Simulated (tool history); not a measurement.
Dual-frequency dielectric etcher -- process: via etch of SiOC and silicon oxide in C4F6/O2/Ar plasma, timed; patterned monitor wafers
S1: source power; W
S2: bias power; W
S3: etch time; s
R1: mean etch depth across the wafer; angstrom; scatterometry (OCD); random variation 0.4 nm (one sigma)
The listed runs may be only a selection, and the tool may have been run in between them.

run,hour,S1,S2,S3,R1
1,0,290,204,75.5,729.15
2,2.5,290,217,75.5,749.6
3,8.3,290,183,75.5,694.94
4,9.6,310,197,76,749.56
5,10.7,280,197,76,703.05
6,16.9,310,197,76,747.2
7,23,310,197,76,739.9
# hour 23.9: wet clean of the chamber
8,23.9,330,206,76.5,844.2

The next listed run, before its measurement:
9,26.3,340,207,76.5,?

Run 9 produced R1 853.01 angstrom.
